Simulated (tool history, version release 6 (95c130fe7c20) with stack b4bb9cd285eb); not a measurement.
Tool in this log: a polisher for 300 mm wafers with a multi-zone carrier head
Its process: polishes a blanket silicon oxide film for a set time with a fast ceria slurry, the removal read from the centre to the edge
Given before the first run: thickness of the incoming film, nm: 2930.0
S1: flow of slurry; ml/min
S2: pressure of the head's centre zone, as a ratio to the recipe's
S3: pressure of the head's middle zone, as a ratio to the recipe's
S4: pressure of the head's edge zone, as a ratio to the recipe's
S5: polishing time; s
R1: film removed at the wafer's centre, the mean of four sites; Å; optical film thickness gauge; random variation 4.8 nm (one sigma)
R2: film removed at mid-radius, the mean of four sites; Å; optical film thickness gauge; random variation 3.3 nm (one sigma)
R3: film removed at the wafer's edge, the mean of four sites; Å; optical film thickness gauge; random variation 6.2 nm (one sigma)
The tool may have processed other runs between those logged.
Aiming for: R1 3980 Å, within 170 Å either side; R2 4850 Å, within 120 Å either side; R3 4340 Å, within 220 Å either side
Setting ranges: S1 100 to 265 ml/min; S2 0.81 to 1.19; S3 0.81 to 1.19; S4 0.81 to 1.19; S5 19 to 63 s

{"run": 1, "hour": 0.0, "S1": 170, "S2": 1, "S3": 1, "S4": 1, "S5": 41, "R1": 7489.8, "R2": 7480.3, "R3": 7613.6}
{"run": 2, "hour": 0.6, "S1": 135, "S2": 1, "S3": 1, "S4": 1, "S5": 41, "R1": 7106.8, "R2": 7306.6, "R3": 7243.5}
{"run": 3, "hour": 7.0, "S1": 125, "S2": 0.96, "S3": 1, "S4": 0.96, "S5": 36, "R1": 5941.6, "R2": 6303.9, "R3": 6267.4}
{"run": 4, "hour": 12.0, "S1": 125, "S2": 0.96, "S3": 1, "S4": 0.96, "S5": 42, "R1": 6800.2, "R2": 7310.4, "R3": 7269.6}
{"run": 5, "hour": 16.1, "S1": 125, "S2": 1.03, "S3": 1, "S4": 0.96, "S5": 42, "R1": 7245.3, "R2": 7306.5, "R3": 7176.2}
{"run": 6, "hour": 24.0, "S1": 120, "S2": 0.99, "S3": 1.02, "S4": 0.93, "S5": 37, "R1": 6154.1, "R2": 6458.4, "R3": 6194.5}
{"run": 7, "hour": 25.0, "S1": 115, "S2": 0.95, "S3": 1.04, "S4": 0.91, "S5": 34, "R1": 5350.9, "R2": 6132, "R3": 5881.4}
{"run": 8, "hour": 31.1, "S1": 110, "S2": 0.95, "S3": 1.06, "S4": 0.88, "S5": 31, "R1": 4868.2, "R2": 5594.1, "R3": 5167.7}

Exercise: of the 5 proposed moves below, exactly one satisfies all targets within the stated allowed misses. Which move is it?
{"run": "A", "hour": 37.2, "S1": 105, "S2": 0.81, "S3": 0.97, "S4": 1, "S5": 27, "R1": "?", "R2": "?", "R3": "?"}
{"run": "B", "hour": 37.2, "S1": 100, "S2": 0.91, "S3": 1.03, "S4": 0.87, "S5": 27, "R1": "?", "R2": "?", "R3": "?"}
{"run": "C", "hour": 37.2, "S1": 100, "S2": 0.85, "S3": 1, "S4": 0.94, "S5": 29, "R1": "?", "R2": "?", "R3": "?"}
{"run": "D", "hour": 37.2, "S1": 100, "S2": 0.95, "S3": 1.14, "S4": 0.95, "S5": 26, "R1": "?", "R2": "?", "R3": "?"}
{"run": "E", "hour": 37.2, "S1": 100, "S2": 0.81, "S3": 0.95, "S4": 0.91, "S5": 30, "R1": "?", "R2": "?", "R3": "?"}

move=A R1=3660 R2=4473 R3=4671.4
move=B R1=4072.8 R2=4659 R3=4345
move=C R1=4082.7 R2=4881.5 R3=4837.9
move=D R1=4098.9 R2=4891.2 R3=4350.8
move=E R1=4021.6 R2=4837.9 R3=4933.2
A: moves the result that the last run missed by most past its target, out the other side
B: moves the result that the last run missed by most past its target, out the other side
C: corrects the largest miss of the last run, while another result sits out of spec
D: in spec on every target
E: corrects the largest miss of the last run, while another result sits out of spec
Correct choice: D, which meets every target
